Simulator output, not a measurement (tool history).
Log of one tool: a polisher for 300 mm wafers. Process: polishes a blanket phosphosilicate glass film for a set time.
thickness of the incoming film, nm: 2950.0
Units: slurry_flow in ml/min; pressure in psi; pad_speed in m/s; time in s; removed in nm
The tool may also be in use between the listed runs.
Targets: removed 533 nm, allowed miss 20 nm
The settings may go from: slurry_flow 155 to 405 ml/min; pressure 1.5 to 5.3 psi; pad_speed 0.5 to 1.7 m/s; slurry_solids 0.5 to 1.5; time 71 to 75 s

run 1 day=0 | slurry_flow=260 pressure=3.4 pad_speed=1.1 slurry_solids=1 time=71 | removed=796.2
run 2 day=0.329 | slurry_flow=260 pressure=3.2 pad_speed=1.1 slurry_solids=1 time=71 | removed=756.69
run 3 day=0.404 | slurry_flow=260 pressure=3 pad_speed=1.1 slurry_solids=1 time=71 | removed=702.56
run 4 day=0.571 | slurry_flow=260 pressure=3 pad_speed=1.1 slurry_solids=0.85 time=71 | removed=638.09
run 5 day=0.667 | slurry_flow=260 pressure=2.9 pad_speed=1.1 slurry_solids=0.85 time=71 | removed=630.37
run 6 day=0.988 | slurry_flow=260 pressure=2.8 pad_speed=1.1 slurry_solids=0.85 time=71 | removed=604.64
run 7 day=1.071 | slurry_flow=260 pressure=2.7 pad_speed=1.1 slurry_solids=0.85 time=71 | removed=576.06
run 8 day=1.354 | slurry_flow=260 pressure=2.6 pad_speed=1.1 slurry_solids=0.85 time=71 | removed=563.17

5 next moves are on the table. One of them brings every result within its allowed miss. Which?
run A day=1.638 | slurry_flow=265 pressure=2.7 pad_speed=1.04 slurry_solids=0.75 time=75 | removed=?
run B day=1.638 | slurry_flow=235 pressure=2.2 pad_speed=1.08 slurry_solids=0.9 time=73 | removed=?
run C day=1.638 | slurry_flow=235 pressure=2.2 pad_speed=1.04 slurry_solids=0.9 time=74 | removed=?
run D day=1.638 | slurry_flow=305 pressure=2.1 pad_speed=1.2 slurry_solids=0.85 time=71 | removed=?
run E day=1.638 | slurry_flow=230 pressure=2.5 pad_speed=1.3 slurry_solids=0.8 time=71 | removed=?

move=A removed=540.94
move=B removed=498.94
move=C removed=491.58
move=D removed=494.11
move=E removed=583.48
A: meets every target
B: takes the result that was furthest off past its target
C: takes the result that was furthest off past its target
D: takes the result that was furthest off past its target
E: further off than the last run
Answer: A
